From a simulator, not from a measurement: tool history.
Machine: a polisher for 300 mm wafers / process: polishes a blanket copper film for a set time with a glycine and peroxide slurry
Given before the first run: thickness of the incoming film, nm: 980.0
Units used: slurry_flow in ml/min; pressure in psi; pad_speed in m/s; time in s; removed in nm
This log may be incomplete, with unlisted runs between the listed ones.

run    day  slurry_flow  pressure  pad_speed  time  removed
  1  0.000          265       3.3       1.06    70   442.64
  2  0.204          265       3.0       1.04    70   410.14
  3  0.488          265       2.7       1.02    70   376.74
  4  0.558          265       3.4       1.02    70   452.64
  5  0.667          265       3.4       1.02    70   441.82
  6  0.996          265       3.0       1.00    70   388.39
  7  1.321          265       2.8       1.00    70   373.80
  8  1.425          265       2.6       1.00    70   353.66

Run 9 comes next. What will it give?
  9  1.692          265       2.5       1.00    70        ?

{"run 9": {"removed": 345.43}}

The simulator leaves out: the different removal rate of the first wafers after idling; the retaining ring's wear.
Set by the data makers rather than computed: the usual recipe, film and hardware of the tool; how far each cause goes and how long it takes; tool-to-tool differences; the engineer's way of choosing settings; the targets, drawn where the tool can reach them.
